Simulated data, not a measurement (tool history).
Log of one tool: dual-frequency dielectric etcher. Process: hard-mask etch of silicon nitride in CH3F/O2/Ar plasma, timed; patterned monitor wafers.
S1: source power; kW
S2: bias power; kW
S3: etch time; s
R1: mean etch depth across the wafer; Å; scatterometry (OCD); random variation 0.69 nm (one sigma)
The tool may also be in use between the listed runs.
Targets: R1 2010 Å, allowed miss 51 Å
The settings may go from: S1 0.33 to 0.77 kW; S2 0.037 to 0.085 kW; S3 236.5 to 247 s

run  hour    S1     S2     S3      R1
  1     0  0.55  0.061  236.5    1709
  2   7.1  0.59  0.063    237  1793.7
  3  10.8  0.62  0.064    237  1840.6
  4  14.9  0.64  0.065    237  1872.2
  5  21.3   0.6  0.065    237  1831.7
  6  29.3  0.69  0.065    237  1909.1
  7  33.6  0.69  0.065    237  1927.4
  8  39.1   0.7  0.066    237  1953.4
  9    48  0.71  0.066    237  1959.7

Which of these 4 next moves meets every target?
  A  56.9  0.72   0.06  237   ?
  B  56.9  0.67   0.06  240   ?
  C  56.9  0.68  0.057  247   ?
  D  56.9  0.73  0.062  247   ?

move      R1
   A  1893.2
   B  1865.1
   C  1896.2
   D  2006.4
A: further off than the last run
B: further off than the last run
C: further off than the last run
D: meets every target
Move D is the one to make.
